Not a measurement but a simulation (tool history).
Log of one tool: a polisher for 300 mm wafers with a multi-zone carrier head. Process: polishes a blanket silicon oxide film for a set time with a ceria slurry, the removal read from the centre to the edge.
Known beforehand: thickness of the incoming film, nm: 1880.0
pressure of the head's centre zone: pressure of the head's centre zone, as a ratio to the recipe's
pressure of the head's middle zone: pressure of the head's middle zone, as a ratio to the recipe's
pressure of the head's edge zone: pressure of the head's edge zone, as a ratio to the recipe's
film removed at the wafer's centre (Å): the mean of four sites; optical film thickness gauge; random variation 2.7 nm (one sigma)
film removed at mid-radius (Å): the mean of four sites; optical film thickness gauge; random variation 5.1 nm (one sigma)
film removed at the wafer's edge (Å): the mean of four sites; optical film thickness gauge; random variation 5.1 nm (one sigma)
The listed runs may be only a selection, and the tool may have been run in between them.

| run | day | flow of slurry (ml/min) | pressure of the head's centre zone | pressure of the head's middle zone | pressure of the head's edge zone | polishing time (s) | film removed at the wafer's centre (Å) | film removed at mid-radius (Å) | film removed at the wafer's edge (Å) |
|---|---|---|---|---|---|---|---|---|---|
| 1 | 0.000 | 305 | 1.00 | 1.00 | 1.00 | 39 | 3489.0 | 3677.9 | 3495.5 |
| 2 | 0.171 | 305 | 1.03 | 1.00 | 1.00 | 39 | 3563.0 | 3657.7 | 3514.3 |
| 3 | 0.342 | 365 | 1.03 | 1.00 | 1.00 | 39 | 3586.0 | 3736.9 | 3615.2 |
| 4 | 0.521 | 375 | 1.04 | 1.02 | 1.02 | 39 | 3628.8 | 3752.7 | 3608.6 |
| 5 | 0.725 | 375 | 1.01 | 1.02 | 1.02 | 39 | 3526.2 | 3728.7 | 3503.0 |
| 6 | 0.971 | 375 | 0.99 | 1.02 | 1.02 | 40 | 3593.2 | 3785.8 | 3669.6 |
| 7 | 1.262 | 380 | 0.98 | 1.04 | 1.02 | 41 | 3596.7 | 3993.6 | 3781.3 |
| 8 | 1.392 | 380 | 0.99 | 1.05 | 1.02 | 42 | 3708.4 | 4071.5 | 3881.3 |
| 9 | 1.717 | 380 | 1.00 | 1.06 | 1.02 | 42 | 3773.8 | 4145.4 | 3809.4 |

What will run 10 give?
| 10 | 2.038 | 385 | 1.00 | 1.06 | 1.02 | 43 | ? | ? | ? |

Run 10 measured film removed at the wafer's centre (Å) 3867.3, film removed at mid-radius (Å) 4224.8, film removed at the wafer's edge (Å) 3894.9.
